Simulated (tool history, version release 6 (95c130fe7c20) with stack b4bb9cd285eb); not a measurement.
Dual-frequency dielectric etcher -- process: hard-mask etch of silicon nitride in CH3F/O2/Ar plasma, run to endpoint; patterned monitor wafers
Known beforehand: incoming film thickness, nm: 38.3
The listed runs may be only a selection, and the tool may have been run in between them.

| run | day | source power (W) | bias power (W) | endpoint time (s) |
|---|---|---|---|---|
| 1 | 0 | 490 | 84 | 47.141 |
| 2 | 0.304 | 470 | 83 | 47.486 |
| 3 | 0.675 | 460 | 81 | 48.437 |
| 4 | 0.879 | 450 | 80 | 49.629 |
| 5 | 1.083 | 440 | 80 | 49.491 |
| 6 | 1.279 | 400 | 80 | 52.311 |

What will run 7 give?
| 7 | 1.538 | 400 | 80 | ? |

{"run 7": {"endpoint time (s)": 51.472}}
